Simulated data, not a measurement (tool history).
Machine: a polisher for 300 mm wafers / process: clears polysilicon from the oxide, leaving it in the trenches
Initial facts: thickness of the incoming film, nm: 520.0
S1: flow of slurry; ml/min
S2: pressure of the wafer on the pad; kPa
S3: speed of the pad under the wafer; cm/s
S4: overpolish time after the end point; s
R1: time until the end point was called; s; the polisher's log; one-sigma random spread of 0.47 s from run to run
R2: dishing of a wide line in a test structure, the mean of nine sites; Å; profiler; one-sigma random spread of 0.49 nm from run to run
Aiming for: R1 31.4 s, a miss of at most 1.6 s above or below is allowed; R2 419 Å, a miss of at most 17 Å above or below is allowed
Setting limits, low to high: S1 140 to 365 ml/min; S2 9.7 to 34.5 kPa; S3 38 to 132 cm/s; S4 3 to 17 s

run    day   S1    S2   S3  S4      R1      R2
  1      0  235  22.1   84   9  48.701  413.08
  2  0.238  235  17.9   84   9  59.133   391.3
  3   0.55  235  22.1   86   8  47.743  403.51
  4  0.892  260  22.1   86   8  47.086  410.82
  5  1.242  260  22.1  102   8    40.8  418.43
  6  1.408  260  22.1  102   5  39.663  361.21
  7  1.504  260  23.4  102   5  37.835  365.45
  8   1.65  260  23.4  102   5  37.829  366.94
  9  1.854  260  24.8  102   5  36.111  374.08

Exercise: of the 4 proposed moves below, exactly one satisfies all targets within the stated allowed misses. Which move is it?
  A  2.058  215  22.1   94   8   ?   ?
  B  2.058  235  24.1   88   5   ?   ?
  C  2.058  265  25.5  114   6   ?   ?
  D  2.058  235  25.5   78   6   ?   ?

move      R1      R2
   A   44.71  412.44
   B  42.941  348.89
   C  32.158  417.53
   D  45.011  370.74
A: misses by more than the last run did
B: misses by more than the last run did
C: all results in spec
D: misses by more than the last run did
C meets every target.
